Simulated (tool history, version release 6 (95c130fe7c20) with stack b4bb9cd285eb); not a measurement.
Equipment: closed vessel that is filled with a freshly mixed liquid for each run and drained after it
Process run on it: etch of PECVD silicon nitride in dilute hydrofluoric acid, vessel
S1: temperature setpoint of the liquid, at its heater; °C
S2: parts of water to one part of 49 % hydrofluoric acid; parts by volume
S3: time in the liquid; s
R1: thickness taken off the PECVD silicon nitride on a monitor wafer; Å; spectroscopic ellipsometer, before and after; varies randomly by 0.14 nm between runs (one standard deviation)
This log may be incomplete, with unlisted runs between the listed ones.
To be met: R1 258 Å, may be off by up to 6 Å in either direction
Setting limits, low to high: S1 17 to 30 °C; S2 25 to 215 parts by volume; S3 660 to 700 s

{"run": 1, "hour": 0.0, "S1": 22, "S2": 120, "S3": 660, "R1": 112.76}
{"run": 2, "hour": 3.5, "S1": 22, "S2": 160, "S3": 660, "R1": 84.718}
{"run": 3, "hour": 6.5, "S1": 24, "S2": 160, "S3": 660, "R1": 96.882}
{"run": 4, "hour": 12.9, "S1": 21.5, "S2": 160, "S3": 660, "R1": 82.868}
{"run": 5, "hour": 17.7, "S1": 21.5, "S2": 190, "S3": 660, "R1": 69.477}
{"run": 6, "hour": 21.1, "S1": 21.5, "S2": 215, "S3": 660, "R1": 61.54}
{"run": 7, "hour": 22.5, "S1": 25.5, "S2": 165, "S3": 670, "R1": 103.76}
{"run": 8, "hour": 23.2, "S1": 27, "S2": 130, "S3": 670, "R1": 146.08}
{"run": 9, "hour": 30.8, "S1": 28, "S2": 110, "S3": 670, "R1": 184.24}
{"run": 10, "hour": 33.1, "S1": 28.5, "S2": 100, "S3": 670, "R1": 208.35}
{"run": 11, "hour": 35.0, "S1": 29, "S2": 95, "S3": 670, "R1": 225.61}
{"run": 12, "hour": 37.1, "S1": 29.5, "S2": 90, "S3": 670, "R1": 245.61}

Of the 4 settings listed for the next run, only one would bring every result within its allowed miss of target. Which one?
{"run": "A", "hour": 39.2, "S1": 30, "S2": 100, "S3": 680, "R1": "?"}
{"run": "B", "hour": 39.2, "S1": 28, "S2": 80, "S3": 685, "R1": "?"}
{"run": "C", "hour": 39.2, "S1": 28, "S2": 85, "S3": 670, "R1": "?"}
{"run": "D", "hour": 39.2, "S1": 30, "S2": 100, "S3": 675, "R1": "?"}

move=A R1=233.84
move=B R1=259.29
move=C R1=238.76
move=D R1=232.12
A: misses by more than the last run did
B: each result inside its tolerance
C: misses by more than the last run did
D: misses by more than the last run did
The right move is B.
